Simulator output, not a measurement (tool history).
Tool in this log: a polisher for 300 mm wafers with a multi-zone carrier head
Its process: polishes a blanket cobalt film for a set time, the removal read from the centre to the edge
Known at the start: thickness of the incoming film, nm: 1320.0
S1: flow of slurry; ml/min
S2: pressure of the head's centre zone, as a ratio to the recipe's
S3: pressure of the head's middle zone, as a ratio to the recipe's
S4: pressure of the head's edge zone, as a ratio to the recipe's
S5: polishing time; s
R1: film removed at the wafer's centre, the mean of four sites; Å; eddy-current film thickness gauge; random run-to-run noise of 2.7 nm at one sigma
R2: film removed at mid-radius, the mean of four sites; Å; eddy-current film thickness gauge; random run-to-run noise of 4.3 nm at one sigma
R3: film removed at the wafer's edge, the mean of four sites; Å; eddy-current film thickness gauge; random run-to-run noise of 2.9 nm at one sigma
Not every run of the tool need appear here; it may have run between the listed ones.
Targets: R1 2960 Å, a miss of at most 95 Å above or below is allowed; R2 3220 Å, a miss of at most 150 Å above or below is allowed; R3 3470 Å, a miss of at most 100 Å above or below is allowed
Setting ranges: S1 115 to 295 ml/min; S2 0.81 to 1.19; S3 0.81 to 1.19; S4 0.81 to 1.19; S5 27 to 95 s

| run | day | S1 | S2 | S3 | S4 | S5 | R1 | R2 | R3 |
|---|---|---|---|---|---|---|---|---|---|
| 1 | 0 | 190 | 1 | 1 | 1 | 61 | 2860.7 | 2973 | 2852.1 |
| 2 | 0.15 | 200 | 0.98 | 0.99 | 1.05 | 62 | 2900 | 3004.2 | 2980.7 |
| 3 | 0.242 | 200 | 1.02 | 0.99 | 1.05 | 62 | 2971.8 | 2984 | 2916 |
| 4 | 0.383 | 235 | 1.02 | 0.99 | 1.05 | 62 | 3034.1 | 3109.7 | 2987.8 |
| 5 | 0.646 | 235 | 0.99 | 0.98 | 1.08 | 63 | 3041.8 | 3143.6 | 3099.8 |
| 6 | 0.979 | 235 | 1.07 | 0.98 | 1.08 | 63 | 3260.8 | 3151.6 | 3116.9 |
| 7 | 1.062 | 230 | 1.02 | 0.97 | 1.11 | 64 | 3161 | 3085.8 | 3164.8 |
| 8 | 1.25 | 230 | 0.98 | 0.97 | 1.13 | 65 | 3071.9 | 3138.9 | 3312 |
| 9 | 1.542 | 230 | 0.97 | 0.98 | 1.14 | 65 | 3053.6 | 3114.7 | 3320.4 |
| 10 | 1.862 | 230 | 0.96 | 0.99 | 1.15 | 65 | 2998.9 | 3192 | 3329.1 |

Which one of the following 4 next-run settings gets every result inside its allowed miss? There is exactly one.
| A | 2.183 | 205 | 0.93 | 0.99 | 1.19 | 67 | ? | ? | ? |
| B | 2.183 | 230 | 1.01 | 0.99 | 1.12 | 63 | ? | ? | ? |
| C | 2.183 | 240 | 0.81 | 1.07 | 1.19 | 71 | ? | ? | ? |
| D | 2.183 | 210 | 0.87 | 0.88 | 1.19 | 72 | ? | ? | ? |

| move | R1 | R2 | R3 |
|---|---|---|---|
| A | 2920 | 3310.9 | 3422.1 |
| B | 3039.3 | 3164.4 | 3157.6 |
| C | 2760 | 3763.3 | 3684.6 |
| D | 2944.2 | 3334.6 | 3691.4 |
A: in spec on every target
B: its largest miss is bigger than the last run's
C: the result that was furthest off in the last run now lies on the other side of its target
D: the result that was furthest off in the last run now lies on the other side of its target
So the answer is move A, the one that meets all the targets.

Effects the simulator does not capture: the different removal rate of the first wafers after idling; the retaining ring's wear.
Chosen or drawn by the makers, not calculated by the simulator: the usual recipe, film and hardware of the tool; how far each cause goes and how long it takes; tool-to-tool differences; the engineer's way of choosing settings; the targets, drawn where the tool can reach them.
